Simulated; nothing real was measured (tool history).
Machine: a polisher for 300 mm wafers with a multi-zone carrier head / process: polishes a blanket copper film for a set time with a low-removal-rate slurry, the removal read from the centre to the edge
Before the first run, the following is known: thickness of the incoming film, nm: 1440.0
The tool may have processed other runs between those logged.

| run | hour | flow of slurry (ml/min) | pressure of the head's centre zone | pressure of the head's middle zone | pressure of the head's edge zone | abrasive content of the slurry | polishing time (s) | film removed at the wafer's centre (nm) | film removed at mid-radius (nm) | film removed at the wafer's edge (nm) |
|---|---|---|---|---|---|---|---|---|---|---|
| 1 | 0 | 265 | 1 | 1 | 1 | 1 | 56 | 116.44 | 118.78 | 116.73 |
| 2 | 7.7 | 300 | 1 | 1 | 1 | 1 | 56 | 116.89 | 117.1 | 121.8 |
| 3 | 10 | 340 | 1 | 1 | 1 | 1 | 56 | 118.8 | 121.41 | 118.16 |
| 4 | 17.5 | 325 | 1.01 | 1 | 1.03 | 1.1 | 56 | 122.96 | 120.41 | 119.94 |
| 5 | 19.9 | 315 | 0.99 | 0.99 | 1.03 | 1.15 | 58 | 124.73 | 128.09 | 126.23 |
| 6 | 24.7 | 345 | 0.99 | 0.99 | 1.03 | 1.15 | 58 | 125.31 | 129.51 | 128.97 |
| 7 | 27.9 | 345 | 0.99 | 0.99 | 1.03 | 1.15 | 58 | 124.55 | 127.28 | 126.3 |

Expected results for the next run?
| 8 | 30.1 | 340 | 0.99 | 0.97 | 1.04 | 1.2 | 59 | ? | ? | ? |

{"run 8": {"film removed at the wafer's centre (nm)": 127.81, "film removed at mid-radius (nm)": 131.41, "film removed at the wafer's edge (nm)": 131.65}}

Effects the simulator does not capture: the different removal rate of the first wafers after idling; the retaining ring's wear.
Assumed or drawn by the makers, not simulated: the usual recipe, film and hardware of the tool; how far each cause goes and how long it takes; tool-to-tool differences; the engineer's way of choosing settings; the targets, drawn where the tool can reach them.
